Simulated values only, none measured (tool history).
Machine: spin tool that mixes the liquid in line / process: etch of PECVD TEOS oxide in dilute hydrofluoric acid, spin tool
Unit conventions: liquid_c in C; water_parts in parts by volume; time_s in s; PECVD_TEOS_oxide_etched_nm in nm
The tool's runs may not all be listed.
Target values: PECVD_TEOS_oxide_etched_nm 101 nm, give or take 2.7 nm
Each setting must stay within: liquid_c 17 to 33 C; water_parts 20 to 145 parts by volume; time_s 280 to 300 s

run  hour  liquid_c  water_parts  time_s  PECVD_TEOS_oxide_etched_nm
  1     0        25           80     280                      72.564
  2     8        22           80     280                      64.547
  3  14.5        24           80     280                      69.949
  4  17.8      25.5           80     280                      74.472
  5    26      26.5           80     280                      77.141
  6  32.1      26.5           80     280                      77.997
  7    40      27.5           80     280                      80.533
  8  48.9      28.5           80     280                      82.958
  9  57.2        29           80     280                      84.566
 10  58.1      29.5           80     280                      87.447
 11  59.4        30           80     280                      88.731
 12    63      30.5           80     280                      90.083
 13  70.3      30.5           80     280                      89.765
 14    72        31           80     280                      92.136
 15  77.5      31.5           80     280                      92.923
 16  85.2      32.5           80     280                      96.508

Exercise: of the 5 proposed moves below, exactly one satisfies all targets within the stated allowed misses. Which move is it?
  A  92.9        31           70     280                           ?
  B  92.9        32           85     290                           ?
  C  92.9        29           80     300                           ?
  D  92.9      32.5           85     280                           ?
  E  92.9      28.5           70     290                           ?

move  PECVD_TEOS_oxide_etched_nm
   A                       104.8
   B                      90.738
   C                       89.67
   D                      89.255
   E                      98.564
A: takes the biggest miss from the last run beyond its target
B: the biggest miss grows against the last run
C: the biggest miss grows against the last run
D: the biggest miss grows against the last run
E: every result within its allowed miss
So the answer is move E, the one that meets all the targets.

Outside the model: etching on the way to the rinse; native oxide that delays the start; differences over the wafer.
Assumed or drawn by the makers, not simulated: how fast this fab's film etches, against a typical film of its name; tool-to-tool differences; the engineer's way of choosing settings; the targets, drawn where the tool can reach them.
